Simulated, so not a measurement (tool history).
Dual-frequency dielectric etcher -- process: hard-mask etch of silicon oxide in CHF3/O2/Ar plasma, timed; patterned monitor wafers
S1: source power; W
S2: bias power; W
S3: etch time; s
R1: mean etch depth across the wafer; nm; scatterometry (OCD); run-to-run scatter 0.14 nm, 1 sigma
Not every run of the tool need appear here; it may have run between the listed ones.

run	hour	S1	S2	S3	R1
1	0.0	520	226	17.0	31.706
2	8.0	520	226	17.0	31.778
3	12.0	470	221	17.0	29.903
4	12.5	450	219	17.0	29.455
5	15.6	430	217	17.0	28.872
6	16.5	430	251	17.0	30.101
7	20.4	400	248	17.0	28.914
8	23.6	390	247	17.0	28.774

For run 9, what comes out?
9	29.7	330	240	17.0	?

{"run 9": {"R1": 26.07}}
